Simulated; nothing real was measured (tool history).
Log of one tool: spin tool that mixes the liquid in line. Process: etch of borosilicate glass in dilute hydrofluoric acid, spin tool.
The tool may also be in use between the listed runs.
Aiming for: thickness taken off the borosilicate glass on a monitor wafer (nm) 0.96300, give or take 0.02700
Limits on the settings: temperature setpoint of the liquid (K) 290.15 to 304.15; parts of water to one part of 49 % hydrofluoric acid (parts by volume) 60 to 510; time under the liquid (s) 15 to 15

| run | hour | temperature setpoint of the liquid (K) | parts of water to one part of 49 % hydrofluoric acid (parts by volume) | time under the liquid (s) | thickness taken off the borosilicate glass on a monitor wafer (nm) |
|---|---|---|---|---|---|
| 1 | 0.0 | 296.15 | 285 | 15 | 1.93300 |
| 2 | 7.4 | 294.65 | 310 | 15 | 1.65930 |
| 3 | 8.0 | 294.65 | 360 | 15 | 1.36260 |
| 4 | 13.8 | 294.65 | 360 | 15 | 1.36880 |
| 5 | 17.5 | 294.65 | 360 | 15 | 1.34510 |
| 6 | 18.4 | 293.65 | 370 | 15 | 1.26900 |
|  | 21.7 | hydrofluoric acid flow meter replaced |
| 7 | 21.7 | 290.15 | 425 | 15 | 0.82691 |
| 8 | 30.7 | 290.65 | 425 | 15 | 0.85169 |
| 9 | 32.7 | 291.15 | 425 | 15 | 0.86695 |

4 candidate next runs follow, results not yet known. Just one meets every target within its allowed miss. Identify it.
| A | 34.7 | 290.65 | 360 | 15 | ? |
| B | 34.7 | 291.65 | 475 | 15 | ? |
| C | 34.7 | 290.15 | 445 | 15 | ? |
| D | 34.7 | 290.65 | 390 | 15 | ? |

| move | thickness taken off the borosilicate glass on a monitor wafer (nm) |
|---|---|
| A | 1.06520 |
| B | 0.76429 |
| C | 0.79212 |
| D | 0.95997 |
A: takes the result that was furthest off past its target
B: its largest miss is bigger than the last run's
C: its largest miss is bigger than the last run's
D: each result inside its tolerance
Go with D: it meets all targets.
